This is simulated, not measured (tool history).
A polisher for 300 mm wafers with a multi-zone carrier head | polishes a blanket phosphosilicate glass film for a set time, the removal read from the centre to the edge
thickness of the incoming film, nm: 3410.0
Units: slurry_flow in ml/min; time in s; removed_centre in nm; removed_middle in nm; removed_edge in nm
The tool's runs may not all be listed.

run  hour  slurry_flow  centre_zone  middle_zone  edge_zone  slurry_solids  time  removed_centre  removed_middle  removed_edge
  1   0.0          150         1.00         1.00       1.00           1.00    54          658.86          658.26        665.81
  2   1.1          150         1.00         1.00       1.00           1.00    44          540.63          537.27        550.07
  3   1.9          150         1.00         0.99       0.99           0.95    44          513.94          525.50        522.25
  4   4.2          145         1.01         0.97       0.99           0.95    44          522.72          507.40        514.86
  5  12.7          140         1.01         0.95       0.99           0.95    44          517.01          492.34        521.07
  6  15.8          140         1.01         0.95       0.94           0.95    44          516.06          512.53        504.54
  7  23.0          140         1.02         0.94       0.94           0.95    44          513.33          500.10        506.49
  8  29.3          140         1.03         0.93       0.94           0.95    44          518.72          492.68        516.47
  9  32.2          135         1.04         0.92       0.93           0.90    44          505.71          458.76        489.25
     40.5  -- slurry nozzle cleaned
 10  40.5          135         1.04         0.92       0.92           0.90    44          552.71          505.74        505.20

Forecast run 11:
 11  45.1          135         1.03         0.91       0.92           0.85    44               ?               ?             ?

{"run 11": {"removed_centre": 524.8, "removed_middle": 484.7, "removed_edge": 485.23}}
